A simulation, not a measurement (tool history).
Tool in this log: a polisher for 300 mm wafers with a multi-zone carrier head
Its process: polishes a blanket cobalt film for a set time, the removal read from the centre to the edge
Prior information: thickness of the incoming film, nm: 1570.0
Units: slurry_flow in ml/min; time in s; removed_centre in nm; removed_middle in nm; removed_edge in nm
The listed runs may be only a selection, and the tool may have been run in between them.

run,hour,slurry_flow,centre_zone,middle_zone,edge_zone,time,removed_centre,removed_middle,removed_edge
1,0.0,320,1.00,1.00,1.00,71,302.13,298.74,297.03
2,5.7,290,0.96,0.98,0.96,62,250.47,254.96,254.56
3,10.0,290,1.00,0.98,0.96,62,261.89,256.09,260.26
4,16.7,290,0.97,0.98,0.96,62,251.80,252.27,253.55
5,18.3,290,0.97,0.98,0.96,74,301.69,305.38,302.24
6,26.3,290,0.97,0.98,1.01,74,303.06,305.62,312.72
7,27.9,285,0.94,0.97,0.97,64,253.44,266.39,264.99
8,36.7,265,0.91,0.95,0.93,57,215.72,230.09,230.99
9,40.9,265,0.89,0.95,0.91,51,188.43,206.47,203.71
10,42.1,245,0.81,0.89,0.81,35,117.85,132.91,133.53
11,45.3,270,0.82,0.91,0.83,35,118.68,136.23,135.79
12,52.3,270,0.84,0.93,0.85,35,122.60,137.64,135.58
13,58.9,345,0.85,1.03,0.95,39,142.08,171.94,160.64
14,60.6,355,0.85,1.01,0.94,39,140.48,169.45,162.16
15,67.0,350,0.85,1.00,0.92,39,142.72,169.37,159.01
16,69.4,305,0.82,0.92,0.89,37,126.66,146.60,146.34

For run 17, what comes out?
17,74.0,305,0.83,0.93,0.89,37,?,?,?

For run 17 the tool returned removed_centre 129.85 nm, removed_middle 151.05 nm, removed_edge 145.42 nm.
